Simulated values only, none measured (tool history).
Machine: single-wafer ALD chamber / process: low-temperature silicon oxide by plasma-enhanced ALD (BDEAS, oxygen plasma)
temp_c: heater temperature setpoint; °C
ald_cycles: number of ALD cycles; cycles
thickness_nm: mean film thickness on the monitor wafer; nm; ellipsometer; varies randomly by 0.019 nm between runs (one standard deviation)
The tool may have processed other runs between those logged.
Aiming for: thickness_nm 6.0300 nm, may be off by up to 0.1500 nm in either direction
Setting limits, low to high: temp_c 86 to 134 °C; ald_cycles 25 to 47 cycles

run  hour  temp_c  ald_cycles  thickness_nm
  1   0.0     110          36        4.9884
  2   5.5     101          36        5.0848
  3  13.3     100          38        5.3433
  4  15.3     100          39        5.5564
  5  17.6     100          44        6.2131
  6  25.5      91          44        6.4662
  7  26.1      93          44        6.3895
  8  27.5      95          44        6.3359
  9  30.6      95          44        6.3747
 10  36.2      96          44        6.3229
 11  42.7      97          44        6.3073
 12  49.7      98          44        6.2810
 13  53.1      99          44        6.2509
 14  61.1     100          44        6.2094
 15  66.4     101          44        6.1881

Below are 4 possible settings for the next run. Only one of them brings all results inside the allowed miss of their targets. Which is it?
  A  71.7     103          43             ?
  B  71.7     108          46             ?
  C  71.7     102          45             ?
  D  71.7      98          45             ?

move  thickness_nm
   A        6.0380
   B        6.3925
   C        6.3319
   D        6.4262
A: meets every target
B: its largest miss is bigger than the last run's
C: its largest miss is bigger than the last run's
D: its largest miss is bigger than the last run's
The right move is A.
